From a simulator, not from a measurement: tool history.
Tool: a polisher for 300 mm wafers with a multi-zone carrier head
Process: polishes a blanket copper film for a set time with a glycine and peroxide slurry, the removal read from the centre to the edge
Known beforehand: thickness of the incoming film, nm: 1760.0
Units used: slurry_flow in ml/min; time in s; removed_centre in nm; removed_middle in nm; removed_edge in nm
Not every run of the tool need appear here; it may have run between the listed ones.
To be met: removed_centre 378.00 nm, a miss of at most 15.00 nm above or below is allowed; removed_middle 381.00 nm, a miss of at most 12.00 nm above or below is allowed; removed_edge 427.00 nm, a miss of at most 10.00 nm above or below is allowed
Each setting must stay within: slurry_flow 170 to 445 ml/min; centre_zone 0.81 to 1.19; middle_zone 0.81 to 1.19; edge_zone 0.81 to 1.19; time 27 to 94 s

{"run": 1, "day": 0.0, "slurry_flow": 285, "centre_zone": 1.0, "middle_zone": 1.0, "edge_zone": 1.0, "time": 60, "removed_centre": 457.12, "removed_middle": 451.07, "removed_edge": 467.42}
{"run": 2, "day": 0.296, "slurry_flow": 280, "centre_zone": 0.98, "middle_zone": 0.98, "edge_zone": 0.99, "time": 60, "removed_centre": 437.43, "removed_middle": 428.77, "removed_edge": 461.7}
{"run": 3, "day": 0.454, "slurry_flow": 275, "centre_zone": 0.97, "middle_zone": 0.97, "edge_zone": 0.98, "time": 60, "removed_centre": 438.08, "removed_middle": 433.49, "removed_edge": 458.15}
{"run": 4, "day": 0.508, "slurry_flow": 270, "centre_zone": 0.96, "middle_zone": 0.96, "edge_zone": 0.97, "time": 60, "removed_centre": 432.94, "removed_middle": 431.48, "removed_edge": 459.19}
{"run": 5, "day": 0.846, "slurry_flow": 270, "centre_zone": 0.96, "middle_zone": 1.0, "edge_zone": 0.97, "time": 60, "removed_centre": 419.81, "removed_middle": 442.06, "removed_edge": 460.33}
{"run": 6, "day": 1.096, "slurry_flow": 270, "centre_zone": 0.96, "middle_zone": 1.06, "edge_zone": 0.97, "time": 60, "removed_centre": 426.51, "removed_middle": 460.96, "removed_edge": 450.94}
{"run": 7, "day": 1.433, "slurry_flow": 265, "centre_zone": 0.95, "middle_zone": 1.04, "edge_zone": 0.96, "time": 60, "removed_centre": 419.42, "removed_middle": 455.91, "removed_edge": 451.18}
{"run": 8, "day": 1.5, "slurry_flow": 260, "centre_zone": 0.94, "middle_zone": 1.02, "edge_zone": 0.95, "time": 60, "removed_centre": 407.38, "removed_middle": 443.44, "removed_edge": 448.04}
{"run": 9, "day": 1.625, "slurry_flow": 255, "centre_zone": 0.94, "middle_zone": 1.0, "edge_zone": 0.94, "time": 60, "removed_centre": 420.29, "removed_middle": 438.51, "removed_edge": 450.84}
{"run": 10, "day": 1.929, "slurry_flow": 255, "centre_zone": 0.93, "middle_zone": 0.99, "edge_zone": 0.94, "time": 60, "removed_centre": 410.48, "removed_middle": 434.56, "removed_edge": 444.2}
{"run": 11, "day": 2.042, "slurry_flow": 250, "centre_zone": 0.92, "middle_zone": 0.97, "edge_zone": 0.94, "time": 60, "removed_centre": 407.56, "removed_middle": 425.94, "removed_edge": 444.21}
{"day": 2.362, "done": "slurry nozzle cleaned"}
{"run": 12, "day": 2.362, "slurry_flow": 250, "centre_zone": 0.92, "middle_zone": 0.97, "edge_zone": 0.94, "time": 60, "removed_centre": 419.25, "removed_middle": 442.07, "removed_edge": 461.28}
{"run": 13, "day": 2.45, "slurry_flow": 250, "centre_zone": 0.91, "middle_zone": 0.96, "edge_zone": 0.93, "time": 59, "removed_centre": 418.73, "removed_middle": 434.39, "removed_edge": 449.68}
{"run": 14, "day": 2.804, "slurry_flow": 240, "centre_zone": 0.91, "middle_zone": 0.96, "edge_zone": 0.94, "time": 58, "removed_centre": 406.46, "removed_middle": 431.0, "removed_edge": 447.19}
{"run": 15, "day": 2.988, "slurry_flow": 245, "centre_zone": 0.9, "middle_zone": 0.94, "edge_zone": 0.93, "time": 57, "removed_centre": 396.58, "removed_middle": 410.1, "removed_edge": 443.5}
{"run": 16, "day": 3.171, "slurry_flow": 245, "centre_zone": 0.9, "middle_zone": 0.93, "edge_zone": 0.93, "time": 57, "removed_centre": 395.79, "removed_middle": 407.59, "removed_edge": 438.66}

5 next moves are on the table. One of them brings every result within its allowed miss. Which?
{"run": "A", "day": 3.354, "slurry_flow": 265, "centre_zone": 0.82, "middle_zone": 1.0, "edge_zone": 0.97, "time": 52, "removed_centre": "?", "removed_middle": "?", "removed_edge": "?"}
{"run": "B", "day": 3.354, "slurry_flow": 275, "centre_zone": 0.91, "middle_zone": 0.92, "edge_zone": 1.02, "time": 53, "removed_centre": "?", "removed_middle": "?", "removed_edge": "?"}
{"run": "C", "day": 3.354, "slurry_flow": 185, "centre_zone": 0.83, "middle_zone": 0.92, "edge_zone": 0.99, "time": 55, "removed_centre": "?", "removed_middle": "?", "removed_edge": "?"}
{"run": "D", "day": 3.354, "slurry_flow": 305, "centre_zone": 0.98, "middle_zone": 0.9, "edge_zone": 0.88, "time": 54, "removed_centre": "?", "removed_middle": "?", "removed_edge": "?"}
{"run": "E", "day": 3.354, "slurry_flow": 260, "centre_zone": 0.84, "middle_zone": 0.9, "edge_zone": 0.94, "time": 58, "removed_centre": "?", "removed_middle": "?", "removed_edge": "?"}

move=A removed_centre=333.09 removed_middle=405.42 removed_edge=408.58
move=B removed_centre=378.31 removed_middle=386.40 removed_edge=428.20
move=C removed_centre=341.98 removed_middle=385.15 removed_edge=424.76
move=D removed_centre=419.44 removed_middle=390.00 removed_edge=409.93
move=E removed_centre=379.66 removed_middle=413.26 removed_edge=449.00
A: the biggest miss grows against the last run
B: meets every target
C: brings the result that was furthest off to its target, and leaves another outside
D: brings the result that was furthest off to its target, and leaves another outside
E: the biggest miss grows against the last run
The right move is B.

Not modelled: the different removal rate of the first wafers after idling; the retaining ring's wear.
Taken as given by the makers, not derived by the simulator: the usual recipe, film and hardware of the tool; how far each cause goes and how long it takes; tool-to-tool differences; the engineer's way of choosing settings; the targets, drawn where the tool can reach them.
